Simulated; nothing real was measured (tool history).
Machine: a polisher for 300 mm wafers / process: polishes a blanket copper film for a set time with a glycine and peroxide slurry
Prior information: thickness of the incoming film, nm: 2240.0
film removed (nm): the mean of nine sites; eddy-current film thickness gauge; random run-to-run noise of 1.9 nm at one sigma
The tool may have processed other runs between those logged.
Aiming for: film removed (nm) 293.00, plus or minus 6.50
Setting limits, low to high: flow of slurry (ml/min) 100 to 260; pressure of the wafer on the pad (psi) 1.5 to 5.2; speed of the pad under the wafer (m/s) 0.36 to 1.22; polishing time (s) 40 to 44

run	hour	flow of slurry (ml/min)	pressure of the wafer on the pad (psi)	speed of the pad under the wafer (m/s)	polishing time (s)	film removed (nm)
1	0.0	165	3.3	0.78	44	258.12
2	5.4	180	3.3	0.78	44	257.54
3	13.9	180	3.3	0.78	40	232.09
4	16.8	150	3.3	0.78	40	229.95
5	20.1	160	3.5	0.78	40	242.85
6	22.5	170	3.7	0.78	40	257.10
7	23.3	175	3.8	0.78	40	261.09
8	32.3	180	3.9	0.78	40	271.53
9	40.1	185	4.0	0.78	40	278.70

Which one of the following 4 next-run settings gets every result inside its allowed miss? There is exactly one.
A	47.9	220	3.9	0.78	42	?
B	47.9	130	4.5	0.66	41	?
C	47.9	160	4.4	0.66	41	?
D	47.9	165	3.8	0.80	42	?

move	film removed (nm)
A	290.06
B	268.38
C	272.70
D	276.30
A: meets every target
B: misses by more than the last run did
C: misses by more than the last run did
D: misses by more than the last run did
Answer: A
